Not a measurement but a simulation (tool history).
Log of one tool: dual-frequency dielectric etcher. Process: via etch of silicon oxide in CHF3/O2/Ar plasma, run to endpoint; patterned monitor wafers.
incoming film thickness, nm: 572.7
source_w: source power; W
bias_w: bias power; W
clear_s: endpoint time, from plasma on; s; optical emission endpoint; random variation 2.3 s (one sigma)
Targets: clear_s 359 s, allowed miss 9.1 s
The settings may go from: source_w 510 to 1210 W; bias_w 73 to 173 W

| run | hour | source_w | bias_w | clear_s |
|---|---|---|---|---|
| 1 | 0 | 860 | 123 | 310.8 |
| 2 | 4.3 | 810 | 120 | 318.32 |
| 3 | 10.1 | 940 | 120 | 304.47 |
| 4 | 11.4 | 940 | 130 | 300.97 |
| 5 | 17.2 | 850 | 123 | 310.79 |
| 6 | 26.1 | 780 | 123 | 322.16 |
| 7 | 33.4 | 730 | 120 | 330.36 |
|  | 41.5 | bias power generator calibrated |
| 8 | 41.5 | 730 | 120 | 332.59 |

5 next moves are on the table. One of them brings every result within its allowed miss. Which?
| A | 49.6 | 950 | 112 | ? |
| B | 49.6 | 750 | 142 | ? |
| C | 49.6 | 580 | 114 | ? |
| D | 49.6 | 740 | 115 | ? |
| E | 49.6 | 580 | 92 | ? |

| move | clear_s |
|---|---|
| A | 311.71 |
| B | 311.55 |
| C | 358.49 |
| D | 333.67 |
| E | 381.88 |
A: further off than the last run
B: further off than the last run
C: meets every target
D: as far off as the last run
E: takes the result that was furthest off past its target
Move C is the one to make.
